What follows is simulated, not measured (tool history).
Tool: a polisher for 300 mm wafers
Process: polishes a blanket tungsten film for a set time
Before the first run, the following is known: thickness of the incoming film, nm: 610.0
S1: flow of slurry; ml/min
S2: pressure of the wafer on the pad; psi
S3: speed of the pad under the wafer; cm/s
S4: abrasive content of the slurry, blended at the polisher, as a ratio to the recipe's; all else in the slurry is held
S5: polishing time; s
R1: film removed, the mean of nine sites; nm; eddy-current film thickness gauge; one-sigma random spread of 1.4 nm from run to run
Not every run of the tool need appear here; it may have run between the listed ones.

run  hour   S1   S2   S3  S4  S5      R1
  1     0  195  2.8  102   1  81  235.03
  2   1.1  195  2.8   82   1  81  190.04
  3   3.6  195  3.3   82   1  81  223.01
  4    11  195  3.3   58   1  81  155.22
  5  12.4  195  3.3   70   1  81  190.07
  6  20.1  195    3   70   1  81   174.9
  7  28.2  195  2.7   68   1  81  150.86
  8  37.1  195  2.5   68   1  81  140.29
  9  39.4  195  2.4   68   1  81     138

Run 10 has not been measured yet. What should we expect?
 10  43.8  195  1.6  64   1  81   ?

R1: 92.854 nm
